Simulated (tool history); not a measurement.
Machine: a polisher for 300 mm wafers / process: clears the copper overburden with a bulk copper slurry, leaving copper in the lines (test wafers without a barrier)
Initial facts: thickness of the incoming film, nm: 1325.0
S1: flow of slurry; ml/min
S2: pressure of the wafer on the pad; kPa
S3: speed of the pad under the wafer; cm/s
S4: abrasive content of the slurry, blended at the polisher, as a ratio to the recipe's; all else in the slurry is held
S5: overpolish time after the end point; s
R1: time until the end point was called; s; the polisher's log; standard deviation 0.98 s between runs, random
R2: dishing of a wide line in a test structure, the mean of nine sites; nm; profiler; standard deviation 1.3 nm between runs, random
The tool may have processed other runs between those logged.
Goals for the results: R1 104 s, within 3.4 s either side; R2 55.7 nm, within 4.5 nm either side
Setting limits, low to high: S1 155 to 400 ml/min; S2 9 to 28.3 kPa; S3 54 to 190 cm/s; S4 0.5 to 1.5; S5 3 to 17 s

| run | day | S1 | S2 | S3 | S4 | S5 | R1 | R2 |
|---|---|---|---|---|---|---|---|---|
| 1 | 0 | 255 | 18.6 | 122 | 1 | 9 | 145.65 | 49.683 |
| 2 | 0.158 | 255 | 19.3 | 122 | 1 | 9 | 142.16 | 53.366 |
| 3 | 0.458 | 255 | 19.3 | 132 | 1 | 9 | 132.28 | 55.408 |
| 4 | 0.496 | 255 | 20 | 132 | 1 | 9 | 127.9 | 58.117 |
| 5 | 0.588 | 255 | 20.7 | 132 | 1 | 8 | 124.49 | 52.269 |
| 6 | 0.833 | 255 | 20.7 | 102 | 1 | 8 | 158.05 | 43.681 |
|  | 0.954 | worn pad replaced by a new one |
| 7 | 0.954 | 255 | 22.1 | 104 | 1 | 8 | 132.17 | 52.743 |
| 8 | 1.288 | 255 | 22.8 | 104 | 1 | 8 | 130.48 | 52.721 |
| 9 | 1.312 | 255 | 23.4 | 104 | 1 | 8 | 125.35 | 55.92 |
| 10 | 1.588 | 255 | 24.1 | 104 | 1 | 8 | 122.79 | 55.341 |
| 11 | 1.812 | 255 | 24.8 | 104 | 1 | 8 | 119.81 | 56.609 |
| 12 | 1.879 | 255 | 25.5 | 104 | 1 | 8 | 116.75 | 58.638 |
| 13 | 2.038 | 260 | 26.9 | 104 | 1 | 7 | 109.98 | 54.118 |
| 14 | 2.321 | 260 | 27.6 | 104 | 1 | 7 | 107.4 | 55.165 |

Below are 4 possible settings for the next run. Only one of them brings all results inside the allowed miss of their targets. Which is it?
| A | 2.604 | 175 | 26.2 | 122 | 0.75 | 8 | ? | ? |
| B | 2.604 | 275 | 24.8 | 98 | 1.2 | 9 | ? | ? |
| C | 2.604 | 220 | 28.3 | 98 | 1 | 7 | ? | ? |
| D | 2.604 | 250 | 27.6 | 102 | 1.25 | 7 | ? | ? |

| move | R1 | R2 |
|---|---|---|
| A | 115.78 | 57.963 |
| B | 119.75 | 60.971 |
| C | 115.73 | 53.177 |
| D | 104.72 | 56.888 |
A: misses by more than the last run did
B: misses by more than the last run did
C: misses by more than the last run did
D: every result within its allowed miss
Move D is the one to make.
